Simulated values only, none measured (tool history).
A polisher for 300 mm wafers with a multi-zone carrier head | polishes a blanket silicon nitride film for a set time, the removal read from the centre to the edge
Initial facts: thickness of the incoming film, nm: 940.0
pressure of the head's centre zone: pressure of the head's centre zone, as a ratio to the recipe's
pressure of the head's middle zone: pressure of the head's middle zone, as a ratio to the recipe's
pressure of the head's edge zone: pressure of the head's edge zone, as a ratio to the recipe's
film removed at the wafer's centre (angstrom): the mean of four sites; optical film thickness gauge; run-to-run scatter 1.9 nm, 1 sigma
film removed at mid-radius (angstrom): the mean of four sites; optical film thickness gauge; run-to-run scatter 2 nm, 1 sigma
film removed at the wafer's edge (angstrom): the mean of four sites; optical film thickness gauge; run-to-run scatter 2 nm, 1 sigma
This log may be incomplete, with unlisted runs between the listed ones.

| run | hour | flow of slurry (ml/min) | pressure of the head's centre zone | pressure of the head's middle zone | pressure of the head's edge zone | polishing time (s) | film removed at the wafer's centre (angstrom) | film removed at mid-radius (angstrom) | film removed at the wafer's edge (angstrom) |
|---|---|---|---|---|---|---|---|---|---|
| 1 | 0 | 230 | 1 | 1 | 1 | 50 | 915.24 | 974.13 | 964.58 |
| 2 | 8.4 | 230 | 1 | 1 | 0.95 | 50 | 899.43 | 974.28 | 925.61 |
| 3 | 9.8 | 230 | 1 | 0.95 | 0.95 | 50 | 900.33 | 930.89 | 943.69 |
| 4 | 11.9 | 235 | 1 | 0.98 | 0.96 | 53 | 969.22 | 1014.7 | 993.22 |
| 5 | 19.5 | 235 | 1 | 1 | 0.97 | 55 | 999.37 | 1072.5 | 1048.7 |
| 6 | 26.2 | 235 | 1 | 1 | 1.03 | 55 | 984.02 | 1065.3 | 1087.1 |
| 7 | 33.8 | 240 | 1.01 | 1.02 | 1.03 | 57 | 1056.3 | 1122 | 1110.3 |
| 8 | 36.4 | 240 | 1.01 | 1.04 | 1.03 | 59 | 1097 | 1180.8 | 1162.2 |
| 9 | 37.6 | 240 | 1.01 | 1.06 | 1.03 | 61 | 1125.7 | 1274.6 | 1215.7 |
| 10 | 44.8 | 240 | 1.02 | 1.07 | 1.03 | 62 | 1162.2 | 1260.3 | 1213.6 |
| 11 | 49 | 245 | 1.02 | 1.09 | 1.03 | 63 | 1183.4 | 1323 | 1234.5 |

Forecast run 12:
| 12 | 50.1 | 245 | 1.02 | 1.1 | 1.03 | 64 | ? | ? | ? |

Run 12 measured film removed at the wafer's centre (angstrom) 1187, film removed at mid-radius (angstrom) 1338.1, film removed at the wafer's edge (angstrom) 1244.2.
